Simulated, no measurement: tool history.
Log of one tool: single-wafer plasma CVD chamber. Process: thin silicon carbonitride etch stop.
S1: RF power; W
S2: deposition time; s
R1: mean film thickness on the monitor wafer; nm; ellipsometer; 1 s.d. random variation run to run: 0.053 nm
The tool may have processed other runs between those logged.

{"run": 1, "hour": 0.0, "S1": 205, "S2": 13.7, "R1": 8.9111}
{"run": 2, "hour": 4.1, "S1": 215, "S2": 14.1, "R1": 9.4308}
{"run": 3, "hour": 5.7, "S1": 225, "S2": 14.2, "R1": 9.6974}
{"run": 4, "hour": 8.8, "S1": 250, "S2": 14.2, "R1": 9.9096}
{"run": 5, "hour": 9.8, "S1": 265, "S2": 14.2, "R1": 10.146}
{"run": 6, "hour": 18.6, "S1": 270, "S2": 14.2, "R1": 10.169}

What does the tool deliver on the next run?
{"run": 7, "hour": 27.1, "S1": 270, "S2": 14.3, "R1": "?"}

R1: 10.308 nm
